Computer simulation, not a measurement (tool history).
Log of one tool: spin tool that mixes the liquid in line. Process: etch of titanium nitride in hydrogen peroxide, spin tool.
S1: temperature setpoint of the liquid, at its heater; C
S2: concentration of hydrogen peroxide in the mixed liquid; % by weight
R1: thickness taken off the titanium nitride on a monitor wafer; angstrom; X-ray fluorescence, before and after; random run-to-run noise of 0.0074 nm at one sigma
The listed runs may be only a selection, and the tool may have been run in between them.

{"run": 1, "hour": 0.0, "S1": 43.0, "S2": 16, "time under the liquid (s)": 100, "R1": 12.918}
{"run": 2, "hour": 4.1, "S1": 43.0, "S2": 16, "time under the liquid (s)": 80, "R1": 10.323}
{"run": 3, "hour": 9.0, "S1": 48.0, "S2": 16, "time under the liquid (s)": 80, "R1": 14.827}
{"run": 4, "hour": 13.7, "S1": 47.0, "S2": 16, "time under the liquid (s)": 80, "R1": 13.886}
{"run": 5, "hour": 15.2, "S1": 50.5, "S2": 16, "time under the liquid (s)": 80, "R1": 17.93}
{"run": 6, "hour": 19.8, "S1": 55.5, "S2": 16, "time under the liquid (s)": 80, "R1": 25.526}
{"run": 7, "hour": 28.1, "S1": 53.5, "S2": 16, "time under the liquid (s)": 80, "R1": 22.281}

The next listed run, before its measurement:
{"run": 8, "hour": 31.1, "S1": 51.5, "S2": 16, "time under the liquid (s)": 80, "R1": "?"}

{"run 8": {"R1": 19.101}}

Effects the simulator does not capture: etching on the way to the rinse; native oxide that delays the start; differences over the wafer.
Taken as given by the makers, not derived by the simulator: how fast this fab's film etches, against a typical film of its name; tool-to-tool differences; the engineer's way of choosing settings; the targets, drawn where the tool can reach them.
